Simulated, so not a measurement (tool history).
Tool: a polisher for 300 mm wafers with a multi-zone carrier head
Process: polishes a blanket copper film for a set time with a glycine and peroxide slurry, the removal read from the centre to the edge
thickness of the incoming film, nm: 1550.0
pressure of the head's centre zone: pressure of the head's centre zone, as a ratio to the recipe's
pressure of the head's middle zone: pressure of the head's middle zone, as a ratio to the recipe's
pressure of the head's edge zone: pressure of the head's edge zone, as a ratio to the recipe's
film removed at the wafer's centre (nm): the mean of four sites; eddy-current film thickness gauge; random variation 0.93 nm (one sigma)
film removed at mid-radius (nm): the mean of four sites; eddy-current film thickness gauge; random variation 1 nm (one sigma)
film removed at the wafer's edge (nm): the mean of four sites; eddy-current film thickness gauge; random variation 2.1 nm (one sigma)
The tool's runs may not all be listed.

run    day  flow of slurry (ml/min)  pressure of the head's centre zone  pressure of the head's middle zone  pressure of the head's edge zone  polishing time (s)  film removed at the wafer's centre (nm)  film removed at mid-radius (nm)  film removed at the wafer's edge (nm)
  1  0.000                      135                                1.00                                1.00                              1.00                  31                                   118.59                           126.85                                 128.95
  2  0.079                      140                                0.96                                1.03                              1.04                  31                                   114.60                           129.97                                 131.51
  3  0.417                      140                                0.96                                1.03                              0.99                  31                                   114.07                           131.16                                 132.03
  4  0.633                      140                                0.96                                1.03                              1.07                  31                                   114.47                           128.08                                 132.95
  5  0.846                      140                                0.96                                0.99                              1.07                  31                                   113.87                           125.59                                 136.28
  6  0.938                      170                                0.96                                0.99                              1.07                  31                                   120.38                           130.46                                 138.56
  7  1.275                      170                                0.92                                1.02                              1.07                  31                                   113.76                           134.41                                 140.08

The next listed run, before its measurement:
  8  1.521                      175                                0.90                                1.04                              1.07                  31                                        ?                                ?                                      ?

Run 8 gave film removed at the wafer's centre (nm) 111.43, film removed at mid-radius (nm) 135.48, film removed at the wafer's edge (nm) 140.06.
